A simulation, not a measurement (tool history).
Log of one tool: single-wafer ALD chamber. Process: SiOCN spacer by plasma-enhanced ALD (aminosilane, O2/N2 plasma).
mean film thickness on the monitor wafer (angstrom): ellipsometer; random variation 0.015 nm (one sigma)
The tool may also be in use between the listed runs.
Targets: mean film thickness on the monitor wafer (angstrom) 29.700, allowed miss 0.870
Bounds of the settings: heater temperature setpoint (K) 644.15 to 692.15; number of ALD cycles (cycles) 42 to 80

run  hour  heater temperature setpoint (K)  number of ALD cycles (cycles)  mean film thickness on the monitor wafer (angstrom)
  1   0.0                           668.15                             61                                               36.324
  2   2.8                           668.15                             57                                               34.008
  3   8.0                           668.15                             54                                               32.269
  4  14.4                           668.15                             48                                               28.492
  5  16.2                           668.15                             43                                               25.552
  6  22.4                           668.15                             45                                               26.931
  7  25.9                           668.15                             47                                               27.807
  8  27.4                           668.15                             48                                               28.665

5 next moves are on the table. One of them brings every result within its allowed miss. Which?
  A  28.9                           679.15                             45                                                    ?
  B  28.9                           662.15                             50                                                    ?
  C  28.9                           670.15                             46                                                    ?
  D  28.9                           674.15                             46                                                    ?
  E  28.9                           671.15                             46                                                    ?

move  mean film thickness on the monitor wafer (angstrom)
   A                                               26.074
   B                                               29.384
   C                                               27.033
   D                                               27.011
   E                                               27.033
A: further off than the last run
B: meets every target
C: further off than the last run
D: further off than the last run
E: further off than the last run
Move B is the one to make.

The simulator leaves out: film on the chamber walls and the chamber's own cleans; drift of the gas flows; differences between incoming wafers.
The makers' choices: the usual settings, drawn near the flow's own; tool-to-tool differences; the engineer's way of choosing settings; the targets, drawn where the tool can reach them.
